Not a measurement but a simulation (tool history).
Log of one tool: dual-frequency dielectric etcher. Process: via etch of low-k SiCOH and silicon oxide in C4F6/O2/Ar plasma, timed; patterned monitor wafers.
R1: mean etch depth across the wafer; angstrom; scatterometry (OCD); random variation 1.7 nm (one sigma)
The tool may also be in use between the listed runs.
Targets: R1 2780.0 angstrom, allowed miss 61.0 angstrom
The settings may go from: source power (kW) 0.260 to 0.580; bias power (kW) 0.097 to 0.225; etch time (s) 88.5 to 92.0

{"run": 1, "hour": 0.0, "source power (kW)": 0.42, "bias power (kW)": 0.161, "etch time (s)": 88.5, "R1": 2470.0}
{"run": 2, "hour": 7.5, "source power (kW)": 0.42, "bias power (kW)": 0.161, "etch time (s)": 88.5, "R1": 2465.4}
{"run": 3, "hour": 11.9, "source power (kW)": 0.44, "bias power (kW)": 0.164, "etch time (s)": 88.5, "R1": 2484.2}
{"run": 4, "hour": 12.7, "source power (kW)": 0.38, "bias power (kW)": 0.164, "etch time (s)": 88.5, "R1": 2398.6}
{"run": 5, "hour": 14.4, "source power (kW)": 0.38, "bias power (kW)": 0.152, "etch time (s)": 88.5, "R1": 2355.2}
{"run": 6, "hour": 22.5, "source power (kW)": 0.32, "bias power (kW)": 0.152, "etch time (s)": 88.5, "R1": 2189.2}
{"run": 7, "hour": 29.8, "source power (kW)": 0.36, "bias power (kW)": 0.157, "etch time (s)": 88.5, "R1": 2309.6}
{"run": 8, "hour": 35.7, "source power (kW)": 0.39, "bias power (kW)": 0.161, "etch time (s)": 88.5, "R1": 2378.6}
{"hour": 41.4, "done": "bias power generator calibrated"}
{"run": 9, "hour": 41.4, "source power (kW)": 0.42, "bias power (kW)": 0.165, "etch time (s)": 88.5, "R1": 2509.1}
{"run": 10, "hour": 48.2, "source power (kW)": 0.44, "bias power (kW)": 0.167, "etch time (s)": 88.5, "R1": 2524.0}
{"run": 11, "hour": 52.2, "source power (kW)": 0.46, "bias power (kW)": 0.17, "etch time (s)": 88.5, "R1": 2582.2}
{"run": 12, "hour": 60.6, "source power (kW)": 0.47, "bias power (kW)": 0.172, "etch time (s)": 88.5, "R1": 2647.6}
{"run": 13, "hour": 64.7, "source power (kW)": 0.48, "bias power (kW)": 0.173, "etch time (s)": 88.5, "R1": 2672.2}

4 next moves are on the table. One of them brings every result within its allowed miss. Which?
{"run": "A", "hour": 68.8, "source power (kW)": 0.45, "bias power (kW)": 0.172, "etch time (s)": 89.5, "R1": "?"}
{"run": "B", "hour": 68.8, "source power (kW)": 0.48, "bias power (kW)": 0.16, "etch time (s)": 89.0, "R1": "?"}
{"run": "C", "hour": 68.8, "source power (kW)": 0.49, "bias power (kW)": 0.19, "etch time (s)": 89.5, "R1": "?"}
{"run": "D", "hour": 68.8, "source power (kW)": 0.46, "bias power (kW)": 0.167, "etch time (s)": 88.5, "R1": "?"}

move=A R1=2613.0
move=B R1=2611.5
move=C R1=2765.3
move=D R1=2584.8
A: further off than the last run
B: further off than the last run
C: meets every target
D: further off than the last run
Answer: C

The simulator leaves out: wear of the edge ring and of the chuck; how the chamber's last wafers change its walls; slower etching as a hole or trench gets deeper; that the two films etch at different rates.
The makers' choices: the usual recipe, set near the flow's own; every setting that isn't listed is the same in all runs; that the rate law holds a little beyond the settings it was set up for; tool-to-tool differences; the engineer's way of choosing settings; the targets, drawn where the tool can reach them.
